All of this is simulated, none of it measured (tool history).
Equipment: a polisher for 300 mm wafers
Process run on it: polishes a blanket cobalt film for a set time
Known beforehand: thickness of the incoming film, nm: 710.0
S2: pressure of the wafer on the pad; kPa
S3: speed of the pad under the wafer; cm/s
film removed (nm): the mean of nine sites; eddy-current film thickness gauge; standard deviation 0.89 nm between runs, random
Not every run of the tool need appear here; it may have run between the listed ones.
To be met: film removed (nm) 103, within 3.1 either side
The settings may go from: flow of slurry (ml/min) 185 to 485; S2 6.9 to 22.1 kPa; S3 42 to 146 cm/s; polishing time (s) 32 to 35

{"run": 1, "hour": 0.0, "flow of slurry (ml/min)": 310, "S2": 14.5, "S3": 94, "polishing time (s)": 35, "film removed (nm)": 175.27}
{"run": 2, "hour": 8.2, "flow of slurry (ml/min)": 310, "S2": 15.9, "S3": 94, "polishing time (s)": 35, "film removed (nm)": 190.15}
{"run": 3, "hour": 12.4, "flow of slurry (ml/min)": 310, "S2": 15.9, "S3": 94, "polishing time (s)": 32, "film removed (nm)": 170.99}
{"run": 4, "hour": 18.9, "flow of slurry (ml/min)": 310, "S2": 13.1, "S3": 92, "polishing time (s)": 32, "film removed (nm)": 140.84}
{"run": 5, "hour": 25.6, "flow of slurry (ml/min)": 310, "S2": 11, "S3": 92, "polishing time (s)": 32, "film removed (nm)": 120.15}
{"run": 6, "hour": 29.1, "flow of slurry (ml/min)": 375, "S2": 11, "S3": 92, "polishing time (s)": 32, "film removed (nm)": 120.47}
{"run": 7, "hour": 33.4, "flow of slurry (ml/min)": 375, "S2": 10.3, "S3": 92, "polishing time (s)": 32, "film removed (nm)": 111.55}
{"run": 8, "hour": 40.9, "flow of slurry (ml/min)": 375, "S2": 9.7, "S3": 92, "polishing time (s)": 32, "film removed (nm)": 106.01}
{"run": 9, "hour": 42.1, "flow of slurry (ml/min)": 375, "S2": 9, "S3": 92, "polishing time (s)": 32, "film removed (nm)": 98.788}
{"run": 10, "hour": 47.3, "flow of slurry (ml/min)": 375, "S2": 9.7, "S3": 92, "polishing time (s)": 32, "film removed (nm)": 106.64}
{"run": 11, "hour": 54.2, "flow of slurry (ml/min)": 375, "S2": 9, "S3": 92, "polishing time (s)": 32, "film removed (nm)": 99.863}
{"run": 12, "hour": 63.0, "flow of slurry (ml/min)": 375, "S2": 9.7, "S3": 92, "polishing time (s)": 32, "film removed (nm)": 106.05}
{"run": 13, "hour": 66.2, "flow of slurry (ml/min)": 375, "S2": 9, "S3": 92, "polishing time (s)": 32, "film removed (nm)": 101.27}

Exercise: of the 4 proposed moves below, exactly one satisfies all targets within the stated allowed misses. Which move is it?
{"run": "A", "hour": 69.4, "flow of slurry (ml/min)": 460, "S2": 7.6, "S3": 102, "polishing time (s)": 33, "film removed (nm)": "?"}
{"run": "B", "hour": 69.4, "flow of slurry (ml/min)": 350, "S2": 8.3, "S3": 86, "polishing time (s)": 35, "film removed (nm)": "?"}
{"run": "C", "hour": 69.4, "flow of slurry (ml/min)": 420, "S2": 9, "S3": 94, "polishing time (s)": 35, "film removed (nm)": "?"}
{"run": "D", "hour": 69.4, "flow of slurry (ml/min)": 340, "S2": 9, "S3": 88, "polishing time (s)": 35, "film removed (nm)": "?"}

move=A film_removed_(nm)=95.277
move=B film_removed_(nm)=94.283
move=C film_removed_(nm)=110.28
move=D film_removed_(nm)=103.47
A: lands further from the targets than the last run did
B: lands further from the targets than the last run did
C: takes the biggest miss from the last run beyond its target
D: each result inside its tolerance
The move that meets every target is D.
